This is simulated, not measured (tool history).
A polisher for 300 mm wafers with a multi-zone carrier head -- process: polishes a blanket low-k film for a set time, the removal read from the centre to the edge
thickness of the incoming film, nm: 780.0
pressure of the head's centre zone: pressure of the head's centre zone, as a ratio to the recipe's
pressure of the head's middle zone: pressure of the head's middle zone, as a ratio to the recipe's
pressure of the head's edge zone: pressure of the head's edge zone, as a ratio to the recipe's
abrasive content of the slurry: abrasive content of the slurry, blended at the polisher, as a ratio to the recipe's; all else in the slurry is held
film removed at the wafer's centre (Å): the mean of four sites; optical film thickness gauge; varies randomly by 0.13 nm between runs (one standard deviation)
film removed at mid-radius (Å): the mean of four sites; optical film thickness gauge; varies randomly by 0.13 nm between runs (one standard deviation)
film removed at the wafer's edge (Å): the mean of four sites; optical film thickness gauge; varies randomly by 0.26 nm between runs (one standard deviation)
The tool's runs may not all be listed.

| run | hour | flow of slurry (ml/min) | pressure of the head's centre zone | pressure of the head's middle zone | pressure of the head's edge zone | abrasive content of the slurry | polishing time (s) | film removed at the wafer's centre (Å) | film removed at mid-radius (Å) | film removed at the wafer's edge (Å) |
|---|---|---|---|---|---|---|---|---|---|---|
| 1 | 0.0 | 175 | 1.00 | 1.00 | 1.00 | 1.00 | 60 | 349.14 | 344.98 | 338.48 |
| 2 | 2.7 | 170 | 0.99 | 0.98 | 0.97 | 0.90 | 58 | 307.42 | 303.86 | 297.72 |
| 3 | 10.7 | 170 | 0.99 | 1.01 | 0.97 | 0.90 | 58 | 308.62 | 311.18 | 299.65 |
| 4 | 17.9 | 170 | 0.99 | 1.01 | 0.97 | 0.80 | 58 | 278.37 | 282.74 | 269.32 |
| 5 | 21.0 | 165 | 0.98 | 0.99 | 0.95 | 0.75 | 58 | 258.84 | 258.70 | 251.56 |
| 6 | 29.2 | 190 | 0.98 | 0.99 | 0.95 | 0.75 | 58 | 263.86 | 263.79 | 250.74 |
| 7 | 32.8 | 195 | 0.96 | 0.96 | 0.92 | 0.75 | 58 | 260.48 | 260.87 | 250.53 |
| 8 | 37.9 | 200 | 0.95 | 0.94 | 0.90 | 0.70 | 58 | 238.36 | 237.84 | 225.08 |
| 9 | 46.8 | 195 | 0.94 | 0.92 | 0.89 | 0.70 | 58 | 236.88 | 235.31 | 227.62 |
| 10 | 48.1 | 195 | 0.93 | 0.90 | 0.88 | 0.70 | 58 | 229.83 | 232.34 | 228.25 |
| 11 | 50.8 | 200 | 0.93 | 0.89 | 0.87 | 0.70 | 58 | 232.82 | 230.34 | 225.82 |
| 12 | 56.2 | 205 | 0.92 | 0.88 | 0.86 | 0.70 | 58 | 230.66 | 228.58 | 231.32 |
| 13 | 63.1 | 200 | 0.92 | 0.88 | 0.85 | 0.70 | 58 | 232.64 | 226.47 | 229.32 |
| 14 | 69.7 | 205 | 0.92 | 0.87 | 0.84 | 0.70 | 58 | 231.13 | 227.91 | 223.42 |
| 15 | 77.0 | 205 | 0.92 | 0.86 | 0.84 | 0.70 | 58 | 232.61 | 226.39 | 224.65 |
| 16 | 80.0 | 155 | 0.92 | 0.86 | 0.81 | 0.60 | 58 | 180.18 | 176.28 | 173.64 |

Run 17 is up next; what results do you expect?
| 17 | 88.4 | 165 | 0.92 | 0.86 | 0.81 | 0.60 | 58 | ? | ? | ? |

For run 17 the tool returned film removed at the wafer's centre (Å) 183.23, film removed at mid-radius (Å) 177.46, film removed at the wafer's edge (Å) 175.24.

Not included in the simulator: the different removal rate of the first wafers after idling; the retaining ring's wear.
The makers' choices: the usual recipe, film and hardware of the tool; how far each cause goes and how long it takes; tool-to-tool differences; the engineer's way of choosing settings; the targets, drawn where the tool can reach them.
